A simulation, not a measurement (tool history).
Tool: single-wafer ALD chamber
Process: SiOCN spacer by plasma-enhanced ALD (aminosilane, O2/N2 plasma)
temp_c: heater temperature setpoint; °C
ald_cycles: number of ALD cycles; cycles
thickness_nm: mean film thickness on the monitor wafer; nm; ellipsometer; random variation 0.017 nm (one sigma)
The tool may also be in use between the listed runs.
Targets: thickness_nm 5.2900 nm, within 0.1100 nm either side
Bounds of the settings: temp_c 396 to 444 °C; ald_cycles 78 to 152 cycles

run,hour,temp_c,ald_cycles,thickness_nm
1,0.0,420,115,6.3853
2,7.9,424,109,5.9657
3,11.8,427,106,5.7419
4,21.0,430,104,5.5811
5,24.6,430,94,5.0147
6,33.9,430,108,5.7767
7,35.4,432,106,5.5991
8,41.6,434,105,5.5491
9,42.7,435,104,5.4580

Next run, 4 choices. One meets every target within its allowed miss, the rest don't. Which?
A,43.8,429,99,?
B,43.8,418,99,?
C,43.8,441,109,?
D,43.8,434,105,?

move,thickness_nm
A,5.3274
B,5.5439
C,5.6055
D,5.5459
A: hits every target within its allowed miss
B: misses by more than the last run did
C: misses by more than the last run did
D: misses by more than the last run did
A is the move that brings every result within its allowed miss.
